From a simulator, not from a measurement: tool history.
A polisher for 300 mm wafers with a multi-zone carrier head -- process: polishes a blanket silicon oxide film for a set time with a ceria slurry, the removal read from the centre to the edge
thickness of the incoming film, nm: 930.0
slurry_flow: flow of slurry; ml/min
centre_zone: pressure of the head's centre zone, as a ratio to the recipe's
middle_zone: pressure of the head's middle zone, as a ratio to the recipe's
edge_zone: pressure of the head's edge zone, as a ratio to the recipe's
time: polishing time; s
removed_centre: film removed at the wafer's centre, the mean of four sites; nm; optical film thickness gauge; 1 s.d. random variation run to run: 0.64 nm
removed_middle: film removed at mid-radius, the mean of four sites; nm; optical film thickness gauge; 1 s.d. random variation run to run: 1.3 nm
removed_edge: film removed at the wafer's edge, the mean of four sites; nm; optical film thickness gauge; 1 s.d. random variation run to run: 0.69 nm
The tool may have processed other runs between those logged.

run 1 hour=0 | slurry_flow=240 centre_zone=1 middle_zone=1 edge_zone=1 time=33 | removed_centre=126.12 removed_middle=124.12 removed_edge=129.5
run 2 hour=3.9 | slurry_flow=240 centre_zone=1 middle_zone=1 edge_zone=1 time=30 | removed_centre=112.58 removed_middle=112.53 removed_edge=117.39
run 3 hour=12 | slurry_flow=235 centre_zone=0.97 middle_zone=1.01 edge_zone=0.98 time=30 | removed_centre=111.57 removed_middle=114.42 removed_edge=115.44
run 4 hour=20.5 | slurry_flow=235 centre_zone=1.05 middle_zone=1.01 edge_zone=0.98 time=30 | removed_centre=119.93 removed_middle=111.68 removed_edge=116.49
run 5 hour=27.1 | slurry_flow=230 centre_zone=1.01 middle_zone=1.02 edge_zone=0.98 time=30 | removed_centre=113.85 removed_middle=115.32 removed_edge=113.98
run 6 hour=33.7 | slurry_flow=230 centre_zone=1.01 middle_zone=1.02 edge_zone=1.01 time=30 | removed_centre=114.68 removed_middle=113.76 removed_edge=117.56
run 7 hour=39.8 | slurry_flow=225 centre_zone=0.98 middle_zone=1.02 edge_zone=1 time=30 | removed_centre=111.25 removed_middle=113.67 removed_edge=116.43

Run 8 comes next. What will it give?
-- hour=45.6 worn pad replaced by a new one
run 8 hour=45.6 | slurry_flow=180 centre_zone=0.88 middle_zone=1.09 edge_zone=0.91 time=29 | removed_centre=? removed_middle=? removed_edge=?

{"run 8": {"removed_centre": 96.941, "removed_middle": 120.46, "removed_edge": 110.53}}
